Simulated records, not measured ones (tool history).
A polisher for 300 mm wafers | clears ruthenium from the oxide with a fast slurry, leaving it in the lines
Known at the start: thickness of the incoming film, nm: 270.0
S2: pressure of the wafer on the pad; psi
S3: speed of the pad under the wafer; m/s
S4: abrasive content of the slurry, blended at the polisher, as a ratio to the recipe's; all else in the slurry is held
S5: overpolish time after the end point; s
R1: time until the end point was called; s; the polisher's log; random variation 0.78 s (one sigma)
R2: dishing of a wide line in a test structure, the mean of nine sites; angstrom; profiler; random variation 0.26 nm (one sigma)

run 1 day=0.000 | flow_of_slurry_(ml/min)=295 S2=2.7 S3=1.20 S4=1.00 S5=20 | R1=54.656 R2=523.19
run 2 day=0.046 | flow_of_slurry_(ml/min)=295 S2=3.2 S3=1.20 S4=1.00 S5=20 | R1=48.422 R2=561.77
run 3 day=0.196 | flow_of_slurry_(ml/min)=295 S2=2.9 S3=1.18 S4=1.00 S5=18 | R1=53.146 R2=510.71
run 4 day=0.475 | flow_of_slurry_(ml/min)=295 S2=2.9 S3=1.18 S4=1.15 S5=18 | R1=48.731 R2=524.86
run 5 day=0.604 | flow_of_slurry_(ml/min)=275 S2=2.7 S3=1.12 S4=1.20 S5=16 | R1=53.407 R2=476.59
run 6 day=0.708 | flow_of_slurry_(ml/min)=275 S2=2.3 S3=1.12 S4=1.20 S5=16 | R1=57.876 R2=454.35
run 7 day=0.962 | flow_of_slurry_(ml/min)=280 S2=2.1 S3=1.06 S4=1.25 S5=14 | R1=63.739 R2=390.16
run 8 day=1.004 | flow_of_slurry_(ml/min)=285 S2=2.0 S3=1.04 S4=1.25 S5=13 | R1=67.172 R2=356.29
run 9 day=1.196 | flow_of_slurry_(ml/min)=300 S2=1.9 S3=1.02 S4=1.25 S5=13 | R1=69.931 R2=346.45
run 10 day=1.433 | flow_of_slurry_(ml/min)=305 S2=1.3 S3=1.02 S4=1.25 S5=6 | R1=85.054 R2=158.82
run 11 day=1.621 | flow_of_slurry_(ml/min)=295 S2=1.4 S3=0.98 S4=1.30 S5=6 | R1=84.298 R2=162.85
run 12 day=1.996 | flow_of_slurry_(ml/min)=295 S2=1.4 S3=0.94 S4=1.30 S5=7 | R1=85.889 R2=178.60
run 13 day=2.283 | flow_of_slurry_(ml/min)=295 S2=1.4 S3=0.90 S4=1.35 S5=8 | R1=86.638 R2=199.56
run 14 day=2.358 | flow_of_slurry_(ml/min)=295 S2=1.4 S3=0.88 S4=1.35 S5=8 | R1=89.877 R2=191.36

Run 15 comes next. What will it give?
run 15 day=2.683 | flow_of_slurry_(ml/min)=295 S2=1.4 S3=0.86 S4=1.35 S5=8 | R1=? R2=?

{"run 15": {"R1": 91.913, "R2": 192.44}}

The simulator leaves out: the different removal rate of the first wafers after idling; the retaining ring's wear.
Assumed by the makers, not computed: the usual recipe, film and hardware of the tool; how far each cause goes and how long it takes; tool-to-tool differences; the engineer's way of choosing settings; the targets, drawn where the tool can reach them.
